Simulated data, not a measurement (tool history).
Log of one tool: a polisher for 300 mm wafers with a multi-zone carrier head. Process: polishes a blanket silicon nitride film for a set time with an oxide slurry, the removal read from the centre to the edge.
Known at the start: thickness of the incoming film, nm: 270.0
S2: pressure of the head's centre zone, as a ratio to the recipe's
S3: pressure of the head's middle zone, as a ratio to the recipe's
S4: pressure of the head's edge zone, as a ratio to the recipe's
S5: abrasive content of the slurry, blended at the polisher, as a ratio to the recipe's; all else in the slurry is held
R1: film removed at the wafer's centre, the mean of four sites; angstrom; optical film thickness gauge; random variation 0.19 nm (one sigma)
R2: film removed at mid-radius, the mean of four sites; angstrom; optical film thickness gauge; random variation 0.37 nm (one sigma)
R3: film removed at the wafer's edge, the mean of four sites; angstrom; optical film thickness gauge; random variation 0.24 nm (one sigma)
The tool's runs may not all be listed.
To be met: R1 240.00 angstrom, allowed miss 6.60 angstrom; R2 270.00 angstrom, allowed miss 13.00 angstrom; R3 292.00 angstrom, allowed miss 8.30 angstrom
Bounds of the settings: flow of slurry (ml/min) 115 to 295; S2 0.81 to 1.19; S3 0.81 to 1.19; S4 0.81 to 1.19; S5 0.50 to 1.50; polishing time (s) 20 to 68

run 1 hour=0.0 | flow_of_slurry_(ml/min)=190 S2=1.00 S3=1.00 S4=1.00 S5=1.00 polishing_time_(s)=44 | R1=271.73 R2=276.48 R3=278.64
run 2 hour=3.0 | flow_of_slurry_(ml/min)=190 S2=1.00 S3=1.00 S4=1.00 S5=1.00 polishing_time_(s)=50 | R1=312.54 R2=322.44 R3=312.69
run 3 hour=6.3 | flow_of_slurry_(ml/min)=190 S2=0.94 S3=1.00 S4=1.00 S5=1.00 polishing_time_(s)=50 | R1=288.72 R2=308.44 R3=320.26
run 4 hour=9.8 | flow_of_slurry_(ml/min)=185 S2=0.93 S3=1.00 S4=0.99 S5=1.00 polishing_time_(s)=50 | R1=291.93 R2=318.84 R3=315.12
run 5 hour=14.7 | flow_of_slurry_(ml/min)=185 S2=0.93 S3=1.05 S4=0.99 S5=1.00 polishing_time_(s)=50 | R1=284.66 R2=319.04 R3=311.14
run 6 hour=21.6 | flow_of_slurry_(ml/min)=180 S2=0.92 S3=1.04 S4=0.99 S5=1.00 polishing_time_(s)=50 | R1=282.75 R2=318.72 R3=312.42
run 7 hour=23.1 | flow_of_slurry_(ml/min)=145 S2=0.82 S3=0.94 S4=0.96 S5=0.85 polishing_time_(s)=50 | R1=230.37 R2=276.41 R3=284.54
run 8 hour=32.0 | flow_of_slurry_(ml/min)=145 S2=0.82 S3=0.93 S4=0.96 S5=0.85 polishing_time_(s)=50 | R1=233.10 R2=271.70 R3=281.85
run 9 hour=39.9 | flow_of_slurry_(ml/min)=155 S2=0.82 S3=0.92 S4=0.98 S5=0.85 polishing_time_(s)=50 | R1=230.83 R2=273.25 R3=284.29
run 10 hour=48.1 | flow_of_slurry_(ml/min)=155 S2=0.82 S3=0.92 S4=0.99 S5=0.85 polishing_time_(s)=50 | R1=229.34 R2=274.48 R3=289.47

Which of these 4 next moves meets every target?
run A hour=56.3 | flow_of_slurry_(ml/min)=135 S2=0.81 S3=0.92 S4=1.02 S5=0.90 polishing_time_(s)=49 | R1=? R2=? R3=?
run B hour=56.3 | flow_of_slurry_(ml/min)=140 S2=0.84 S3=0.86 S4=0.99 S5=0.80 polishing_time_(s)=53 | R1=? R2=? R3=?
run C hour=56.3 | flow_of_slurry_(ml/min)=150 S2=0.83 S3=0.83 S4=1.11 S5=1.00 polishing_time_(s)=48 | R1=? R2=? R3=?
run D hour=56.3 | flow_of_slurry_(ml/min)=125 S2=0.92 S3=0.81 S4=1.13 S5=0.90 polishing_time_(s)=49 | R1=? R2=? R3=?

move=A R1=225.77 R2=269.95 R3=290.56
move=B R1=240.33 R2=267.72 R3=293.69
move=C R1=240.35 R2=266.12 R3=313.89
move=D R1=254.50 R2=251.48 R3=304.50
A: further off than the last run
B: meets every target
C: brings the result that was furthest off to its target, and leaves another outside
D: takes the result that was furthest off past its target
The right move is B.
